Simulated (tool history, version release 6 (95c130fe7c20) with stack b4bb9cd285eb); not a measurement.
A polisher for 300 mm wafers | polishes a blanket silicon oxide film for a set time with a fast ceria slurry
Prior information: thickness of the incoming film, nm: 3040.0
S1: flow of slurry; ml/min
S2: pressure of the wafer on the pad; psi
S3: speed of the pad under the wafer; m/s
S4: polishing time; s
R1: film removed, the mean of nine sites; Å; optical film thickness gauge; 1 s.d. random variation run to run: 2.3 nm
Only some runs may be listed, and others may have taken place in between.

run  hour   S1   S2    S3  S4      R1
  1   0.0  250  2.5  1.14  31  3980.3
  2   2.8  250  2.9  1.14  31  4637.5
  3   6.8  250  2.6  1.14  31  4171.4
  4  12.3  250  2.3  1.14  31  3618.6
  5  14.6  250  2.1  1.14  31  3347.0
  6  17.7  250  2.1  1.42  31  4249.1
  7  21.4  250  1.9  1.38  31  3694.2
  8  26.5  245  1.2  1.30  31  2235.1

What will run 9 give?
  9  28.0  250  1.2  1.30  31   ?

R1: 2265.9 Å

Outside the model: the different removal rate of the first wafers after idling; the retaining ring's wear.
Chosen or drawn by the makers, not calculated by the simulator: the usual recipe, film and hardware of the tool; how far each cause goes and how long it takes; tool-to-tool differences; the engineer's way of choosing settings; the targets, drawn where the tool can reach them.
